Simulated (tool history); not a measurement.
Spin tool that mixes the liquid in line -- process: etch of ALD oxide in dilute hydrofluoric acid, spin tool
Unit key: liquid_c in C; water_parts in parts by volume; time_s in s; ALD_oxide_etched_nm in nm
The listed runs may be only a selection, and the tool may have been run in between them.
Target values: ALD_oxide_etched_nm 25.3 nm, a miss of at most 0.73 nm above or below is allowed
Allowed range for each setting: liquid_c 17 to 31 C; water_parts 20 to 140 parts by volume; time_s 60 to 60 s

{"run": 1, "day": 0.0, "liquid_c": 23, "water_parts": 75, "time_s": 60, "ALD_oxide_etched_nm": 20.868}
{"run": 2, "day": 0.071, "liquid_c": 24.5, "water_parts": 75, "time_s": 60, "ALD_oxide_etched_nm": 22.346}
{"run": 3, "day": 0.35, "liquid_c": 25.5, "water_parts": 75, "time_s": 60, "ALD_oxide_etched_nm": 23.305}
{"run": 4, "day": 0.471, "liquid_c": 22.5, "water_parts": 75, "time_s": 60, "ALD_oxide_etched_nm": 20.725}
{"run": 5, "day": 0.846, "liquid_c": 22.5, "water_parts": 75, "time_s": 60, "ALD_oxide_etched_nm": 20.414}
{"run": 6, "day": 1.138, "liquid_c": 22.5, "water_parts": 75, "time_s": 60, "ALD_oxide_etched_nm": 20.5}
{"run": 7, "day": 1.375, "liquid_c": 24, "water_parts": 75, "time_s": 60, "ALD_oxide_etched_nm": 21.937}
{"run": 8, "day": 1.617, "liquid_c": 25, "water_parts": 75, "time_s": 60, "ALD_oxide_etched_nm": 22.677}
{"run": 9, "day": 1.933, "liquid_c": 25, "water_parts": 75, "time_s": 60, "ALD_oxide_etched_nm": 22.974}
{"run": 10, "day": 2.217, "liquid_c": 25.5, "water_parts": 75, "time_s": 60, "ALD_oxide_etched_nm": 23.41}
{"run": 11, "day": 2.429, "liquid_c": 26, "water_parts": 75, "time_s": 60, "ALD_oxide_etched_nm": 23.74}
{"run": 12, "day": 2.517, "liquid_c": 26.5, "water_parts": 75, "time_s": 60, "ALD_oxide_etched_nm": 24.369}

Which one of the following 5 next-run settings gets every result inside its allowed miss? There is exactly one.
{"run": "A", "day": 2.604, "liquid_c": 23, "water_parts": 70, "time_s": 60, "ALD_oxide_etched_nm": "?"}
{"run": "B", "day": 2.604, "liquid_c": 26, "water_parts": 75, "time_s": 60, "ALD_oxide_etched_nm": "?"}
{"run": "C", "day": 2.604, "liquid_c": 21, "water_parts": 65, "time_s": 60, "ALD_oxide_etched_nm": "?"}
{"run": "D", "day": 2.604, "liquid_c": 26.5, "water_parts": 80, "time_s": 60, "ALD_oxide_etched_nm": "?"}
{"run": "E", "day": 2.604, "liquid_c": 25.5, "water_parts": 70, "time_s": 60, "ALD_oxide_etched_nm": "?"}

move=A ALD_oxide_etched_nm=22.581
move=B ALD_oxide_etched_nm=23.628
move=C ALD_oxide_etched_nm=22.529
move=D ALD_oxide_etched_nm=22.442
move=E ALD_oxide_etched_nm=24.983
A: its largest miss is bigger than the last run's
B: its largest miss is bigger than the last run's
C: its largest miss is bigger than the last run's
D: its largest miss is bigger than the last run's
E: meets every target
The move that meets every target is E.
